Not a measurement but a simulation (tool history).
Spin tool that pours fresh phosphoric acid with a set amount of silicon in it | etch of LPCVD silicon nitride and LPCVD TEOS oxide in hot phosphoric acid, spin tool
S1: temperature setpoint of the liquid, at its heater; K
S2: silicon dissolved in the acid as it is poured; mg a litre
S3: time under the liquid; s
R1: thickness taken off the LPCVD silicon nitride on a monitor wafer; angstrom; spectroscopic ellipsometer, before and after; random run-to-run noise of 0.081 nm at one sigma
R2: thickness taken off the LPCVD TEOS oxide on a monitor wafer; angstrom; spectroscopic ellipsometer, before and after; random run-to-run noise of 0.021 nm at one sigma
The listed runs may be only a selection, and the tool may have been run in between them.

| run | hour | S1 | S2 | S3 | R1 | R2 |
|---|---|---|---|---|---|---|
| 1 | 0 | 432.15 | 19 | 180 | 157.19 | 2.299 |
| 2 | 6.9 | 431.65 | 15.5 | 145 | 123.87 | 1.8918 |
| 3 | 13.1 | 431.15 | 12 | 125 | 105.48 | 1.9338 |
| 4 | 14.6 | 431.15 | 20.5 | 125 | 105.71 | 1.5523 |
|  | 21.1 | dissolved silicon flow meter replaced |
| 5 | 21.1 | 430.65 | 17.5 | 115 | 95.552 | 1.6474 |
| 6 | 27.2 | 430.15 | 17 | 110 | 88.577 | 1.3645 |

Forecast run 7:
| 7 | 30.3 | 430.15 | 17 | 110 | ? | ? |

{"run 7": {"R1": 89.997, "R2": 1.712}}

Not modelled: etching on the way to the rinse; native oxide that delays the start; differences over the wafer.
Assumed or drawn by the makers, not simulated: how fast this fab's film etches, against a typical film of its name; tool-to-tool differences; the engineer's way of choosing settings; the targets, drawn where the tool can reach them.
